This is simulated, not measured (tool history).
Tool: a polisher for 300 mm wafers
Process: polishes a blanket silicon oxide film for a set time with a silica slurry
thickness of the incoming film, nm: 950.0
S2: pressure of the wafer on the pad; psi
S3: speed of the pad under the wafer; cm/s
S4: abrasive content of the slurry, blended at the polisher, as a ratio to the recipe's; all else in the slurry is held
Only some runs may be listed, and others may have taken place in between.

run 1 hour=0 | flow_of_slurry_(ml/min)=155 S2=3.5 S3=94 S4=1 polishing_time_(s)=100 | film_removed_(nm)=293.61
run 2 hour=1 | flow_of_slurry_(ml/min)=155 S2=3.1 S3=90 S4=1 polishing_time_(s)=100 | film_removed_(nm)=256.6
run 3 hour=5.3 | flow_of_slurry_(ml/min)=190 S2=3.1 S3=90 S4=1 polishing_time_(s)=100 | film_removed_(nm)=260.08
run 4 hour=6.5 | flow_of_slurry_(ml/min)=190 S2=3.1 S3=90 S4=0.8 polishing_time_(s)=100 | film_removed_(nm)=239.8
run 5 hour=14.4 | flow_of_slurry_(ml/min)=190 S2=3.1 S3=106 S4=0.8 polishing_time_(s)=100 | film_removed_(nm)=267.2
run 6 hour=22.2 | flow_of_slurry_(ml/min)=190 S2=3.1 S3=106 S4=0.9 polishing_time_(s)=100 | film_removed_(nm)=282.38
-- hour=23.1 head pressure recalibrated
run 7 hour=23.1 | flow_of_slurry_(ml/min)=190 S2=2.8 S3=100 S4=0.9 polishing_time_(s)=100 | film_removed_(nm)=224.19

Run 8 comes next. What will it give?
run 8 hour=28.3 | flow_of_slurry_(ml/min)=190 S2=2.6 S3=100 S4=0.9 polishing_time_(s)=100 | film_removed_(nm)=?

{"run 8": {"film removed (nm)": 214.39}}

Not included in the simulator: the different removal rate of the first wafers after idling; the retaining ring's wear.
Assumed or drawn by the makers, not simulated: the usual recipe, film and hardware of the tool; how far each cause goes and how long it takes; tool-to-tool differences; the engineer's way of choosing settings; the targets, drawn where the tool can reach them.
